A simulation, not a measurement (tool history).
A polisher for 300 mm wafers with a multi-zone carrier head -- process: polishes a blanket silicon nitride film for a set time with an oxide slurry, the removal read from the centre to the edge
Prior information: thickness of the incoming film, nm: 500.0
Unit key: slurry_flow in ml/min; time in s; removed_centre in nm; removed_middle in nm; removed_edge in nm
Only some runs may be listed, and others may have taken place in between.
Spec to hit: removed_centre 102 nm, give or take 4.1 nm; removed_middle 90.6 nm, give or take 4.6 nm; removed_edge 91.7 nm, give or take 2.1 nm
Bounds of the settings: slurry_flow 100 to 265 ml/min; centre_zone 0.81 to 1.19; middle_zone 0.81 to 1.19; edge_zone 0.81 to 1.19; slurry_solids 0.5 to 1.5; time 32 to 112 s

{"run": 1, "hour": 0.0, "slurry_flow": 170, "centre_zone": 1, "middle_zone": 1, "edge_zone": 1, "slurry_solids": 1, "time": 72, "removed_centre": 61.719, "removed_middle": 61.06, "removed_edge": 62.612}
{"run": 2, "hour": 8.6, "slurry_flow": 180, "centre_zone": 1.03, "middle_zone": 1.02, "edge_zone": 1.03, "slurry_solids": 1.1, "time": 73, "removed_centre": 67.854, "removed_middle": 67.735, "removed_edge": 66.664}
{"run": 3, "hour": 11.8, "slurry_flow": 185, "centre_zone": 1.05, "middle_zone": 1.01, "edge_zone": 1.05, "slurry_solids": 1.2, "time": 75, "removed_centre": 73.993, "removed_middle": 72.668, "removed_edge": 71.682}
{"run": 4, "hour": 15.8, "slurry_flow": 185, "centre_zone": 0.98, "middle_zone": 1.01, "edge_zone": 1.05, "slurry_solids": 1.2, "time": 75, "removed_centre": 69.919, "removed_middle": 71.293, "removed_edge": 71.579}
{"run": 5, "hour": 24.3, "slurry_flow": 150, "centre_zone": 0.98, "middle_zone": 1.01, "edge_zone": 1.05, "slurry_solids": 1.2, "time": 75, "removed_centre": 65.89, "removed_middle": 68.175, "removed_edge": 69.426}
{"run": 6, "hour": 29.6, "slurry_flow": 165, "centre_zone": 1.01, "middle_zone": 1, "edge_zone": 1.07, "slurry_solids": 1.25, "time": 76, "removed_centre": 71.392, "removed_middle": 72.168, "removed_edge": 73.393}
{"run": 7, "hour": 35.8, "slurry_flow": 180, "centre_zone": 1.04, "middle_zone": 0.99, "edge_zone": 1.08, "slurry_solids": 1.3, "time": 77, "removed_centre": 74.527, "removed_middle": 72.216, "removed_edge": 76.268}
{"run": 8, "hour": 36.7, "slurry_flow": 190, "centre_zone": 1.07, "middle_zone": 1, "edge_zone": 1.08, "slurry_solids": 1.35, "time": 78, "removed_centre": 80.871, "removed_middle": 77.711, "removed_edge": 77.978}
{"run": 9, "hour": 38.7, "slurry_flow": 200, "centre_zone": 1.09, "middle_zone": 1, "edge_zone": 1.09, "slurry_solids": 1.4, "time": 79, "removed_centre": 86.83, "removed_middle": 80.457, "removed_edge": 81.49}
{"run": 10, "hour": 43.8, "slurry_flow": 205, "centre_zone": 1.1, "middle_zone": 1, "edge_zone": 1.1, "slurry_solids": 1.4, "time": 80, "removed_centre": 88.577, "removed_middle": 80.777, "removed_edge": 83.457}
{"hour": 48.0, "done": "slurry nozzle cleaned"}
{"run": 11, "hour": 48.0, "slurry_flow": 210, "centre_zone": 1.11, "middle_zone": 1.01, "edge_zone": 1.11, "slurry_solids": 1.4, "time": 80, "removed_centre": 90.745, "removed_middle": 84.895, "removed_edge": 86.931}
{"run": 12, "hour": 54.1, "slurry_flow": 220, "centre_zone": 1.12, "middle_zone": 1.01, "edge_zone": 1.11, "slurry_solids": 1.4, "time": 80, "removed_centre": 93.118, "removed_middle": 86.663, "removed_edge": 87.628}
{"run": 13, "hour": 56.7, "slurry_flow": 225, "centre_zone": 1.13, "middle_zone": 1.01, "edge_zone": 1.11, "slurry_solids": 1.4, "time": 80, "removed_centre": 96.284, "removed_middle": 86.568, "removed_edge": 87.03}
{"run": 14, "hour": 58.4, "slurry_flow": 230, "centre_zone": 1.13, "middle_zone": 1.01, "edge_zone": 1.12, "slurry_solids": 1.4, "time": 80, "removed_centre": 95.564, "removed_middle": 85.897, "removed_edge": 86.867}

Of the 4 settings listed for the next run, only one would bring every result within its allowed miss of target. Which one?
{"run": "A", "hour": 60.1, "slurry_flow": 225, "centre_zone": 1.15, "middle_zone": 0.9, "edge_zone": 1.19, "slurry_solids": 1.35, "time": 77, "removed_centre": "?", "removed_middle": "?", "removed_edge": "?"}
{"run": "B", "hour": 60.1, "slurry_flow": 240, "centre_zone": 1.17, "middle_zone": 1.04, "edge_zone": 1.12, "slurry_solids": 1.45, "time": 83, "removed_centre": "?", "removed_middle": "?", "removed_edge": "?"}
{"run": "C", "hour": 60.1, "slurry_flow": 265, "centre_zone": 1.18, "middle_zone": 0.95, "edge_zone": 1.16, "slurry_solids": 1.45, "time": 71, "removed_centre": "?", "removed_middle": "?", "removed_edge": "?"}
{"run": "D", "hour": 60.1, "slurry_flow": 265, "centre_zone": 1.18, "middle_zone": 1.02, "edge_zone": 1.06, "slurry_solids": 1.5, "time": 85, "removed_centre": "?", "removed_middle": "?", "removed_edge": "?"}

move=A removed_centre=90.22 removed_middle=74.43 removed_edge=85.821
move=B removed_centre=101.96 removed_middle=91.216 removed_edge=92.12
move=C removed_centre=88.932 removed_middle=74.194 removed_edge=81.004
move=D removed_centre=107.64 removed_middle=94.223 removed_edge=93.552
A: its largest miss is bigger than the last run's
B: in spec on every target
C: its largest miss is bigger than the last run's
D: corrects the largest miss of the last run, while another result sits out of spec
Go with B: it meets all targets.

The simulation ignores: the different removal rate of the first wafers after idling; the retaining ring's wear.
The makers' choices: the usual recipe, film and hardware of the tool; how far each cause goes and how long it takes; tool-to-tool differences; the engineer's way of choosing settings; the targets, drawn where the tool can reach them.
